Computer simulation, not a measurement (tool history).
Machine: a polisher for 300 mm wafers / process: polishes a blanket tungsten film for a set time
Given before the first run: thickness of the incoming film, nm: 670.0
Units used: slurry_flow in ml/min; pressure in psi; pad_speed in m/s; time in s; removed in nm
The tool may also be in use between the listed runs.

run 1 hour=0.0 | slurry_flow=255 pressure=4.8 pad_speed=1.14 slurry_solids=1.0 time=46 | removed=366.48
run 2 hour=1.1 | slurry_flow=255 pressure=4.8 pad_speed=1.14 slurry_solids=1.0 time=46 | removed=365.05
run 3 hour=5.8 | slurry_flow=255 pressure=4.4 pad_speed=1.14 slurry_solids=1.0 time=46 | removed=333.02
run 4 hour=8.1 | slurry_flow=255 pressure=4.4 pad_speed=1.26 slurry_solids=1.0 time=46 | removed=370.69
run 5 hour=16.0 | slurry_flow=255 pressure=4.0 pad_speed=1.26 slurry_solids=1.0 time=46 | removed=334.83
run 6 hour=18.8 | slurry_flow=255 pressure=3.7 pad_speed=1.26 slurry_solids=1.0 time=46 | removed=312.05
run 7 hour=21.6 | slurry_flow=250 pressure=2.3 pad_speed=1.24 slurry_solids=1.0 time=46 | removed=194.21
run 8 hour=24.7 | slurry_flow=255 pressure=2.4 pad_speed=1.24 slurry_solids=1.0 time=46 | removed=202.60
run 9 hour=30.0 | slurry_flow=255 pressure=2.5 pad_speed=1.24 slurry_solids=1.0 time=46 | removed=212.82
run 10 hour=34.5 | slurry_flow=260 pressure=2.5 pad_speed=1.24 slurry_solids=1.0 time=46 | removed=213.96
run 11 hour=35.2 | slurry_flow=265 pressure=2.9 pad_speed=1.24 slurry_solids=1.0 time=46 | removed=247.43
run 12 hour=36.0 | slurry_flow=260 pressure=2.9 pad_speed=1.24 slurry_solids=1.0 time=46 | removed=246.32
run 13 hour=44.1 | slurry_flow=255 pressure=2.9 pad_speed=1.24 slurry_solids=1.0 time=46 | removed=246.35
run 14 hour=46.4 | slurry_flow=250 pressure=2.9 pad_speed=1.24 slurry_solids=1.0 time=46 | removed=247.48
run 15 hour=54.1 | slurry_flow=255 pressure=2.9 pad_speed=1.24 slurry_solids=1.0 time=46 | removed=242.18

The next listed run, before its measurement:
run 16 hour=60.9 | slurry_flow=250 pressure=2.9 pad_speed=1.24 slurry_solids=1.0 time=46 | removed=?

{"run 16": {"removed": 246.02}}
